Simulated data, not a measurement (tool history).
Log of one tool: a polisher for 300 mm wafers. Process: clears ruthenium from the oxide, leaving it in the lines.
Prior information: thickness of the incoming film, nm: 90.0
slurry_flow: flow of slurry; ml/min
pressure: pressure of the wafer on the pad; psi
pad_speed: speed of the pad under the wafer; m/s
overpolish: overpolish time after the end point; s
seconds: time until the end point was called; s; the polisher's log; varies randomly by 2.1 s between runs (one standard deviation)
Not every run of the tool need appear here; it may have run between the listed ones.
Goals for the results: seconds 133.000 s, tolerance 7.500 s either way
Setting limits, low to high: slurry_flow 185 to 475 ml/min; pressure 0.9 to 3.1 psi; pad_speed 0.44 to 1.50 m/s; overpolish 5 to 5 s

run  hour  slurry_flow  pressure  pad_speed  overpolish  seconds
  1   0.0          305       2.0       0.96           5  102.660
  2   1.0          305       2.3       0.96           5   91.218
  3   2.2          305       2.3       0.96           5   89.164
  4   2.9          305       2.2       0.96           5   92.108
  5   7.7          305       2.1       0.96           5   95.435
  6  13.6          305       2.1       0.96           5   97.848
  7  17.0          305       2.0       0.96           5  100.050
  8  22.8          305       1.9       0.96           5  104.570
  9  25.5          305       1.8       0.96           5  112.340

5 next moves are on the table. One of them brings every result within its allowed miss. Which?
  A  28.2          325       1.7       0.72           5        ?
  B  28.2          380       1.4       1.00           5        ?
  C  28.2          370       1.4       0.84           5        ?
  D  28.2          385       1.7       0.76           5        ?
  E  28.2          300       1.8       0.66           5        ?

move  seconds
   A  156.210
   B  135.320
   C  160.550
   D  146.260
   E  161.900
A: moves the result that the last run missed by most past its target, out the other side
B: every result lands within tolerance
C: moves the result that the last run missed by most past its target, out the other side
D: moves the result that the last run missed by most past its target, out the other side
E: moves the result that the last run missed by most past its target, out the other side
B meets every target.
